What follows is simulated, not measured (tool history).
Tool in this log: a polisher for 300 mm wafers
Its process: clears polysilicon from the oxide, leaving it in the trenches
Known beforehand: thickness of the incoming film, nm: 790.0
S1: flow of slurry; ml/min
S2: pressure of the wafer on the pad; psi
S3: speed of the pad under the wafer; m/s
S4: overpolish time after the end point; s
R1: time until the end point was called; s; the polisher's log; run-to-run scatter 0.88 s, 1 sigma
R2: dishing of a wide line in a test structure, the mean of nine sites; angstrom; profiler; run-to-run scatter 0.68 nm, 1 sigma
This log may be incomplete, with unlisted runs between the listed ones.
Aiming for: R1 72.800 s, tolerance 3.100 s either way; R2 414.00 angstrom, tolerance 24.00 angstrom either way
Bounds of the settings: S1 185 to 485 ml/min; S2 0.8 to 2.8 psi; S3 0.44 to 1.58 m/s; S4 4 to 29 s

run,day,S1,S2,S3,S4,R1,R2
1,0.000,310,1.8,1.00,15,82.949,562.74
2,0.150,250,1.8,1.00,15,85.481,577.70
3,0.196,250,2.1,1.00,15,72.300,579.66
4,0.404,275,2.1,0.98,14,72.650,555.74
5,0.512,295,2.1,0.96,13,75.402,557.92
6,0.800,315,2.2,0.94,12,72.034,549.30
7,1.062,335,2.2,0.92,11,74.420,511.87
8,1.371,425,2.3,0.92,4,69.043,340.26
9,1.396,415,2.3,0.92,4,70.658,342.84
10,1.742,405,2.3,0.92,4,67.735,339.77
11,2.112,400,2.3,0.92,4,69.520,338.99
12,2.196,395,2.3,0.92,6,67.897,422.34

Exactly one of the 4 candidate moves below puts every result within its allowed miss. Which one?
A,2.279,350,2.2,0.92,6,?,?
B,2.279,340,2.5,1.00,5,?,?
C,2.279,380,2.4,0.76,9,?,?
D,2.279,465,2.5,0.70,8,?,?

move,R1,R2
A,73.805,423.52
B,60.684,426.57
C,79.438,495.68
D,80.749,467.55
A: meets every target
B: lands further from the targets than the last run did
C: moves the result that the last run missed by most past its target, out the other side
D: moves the result that the last run missed by most past its target, out the other side
A is the move that brings every result within its allowed miss.
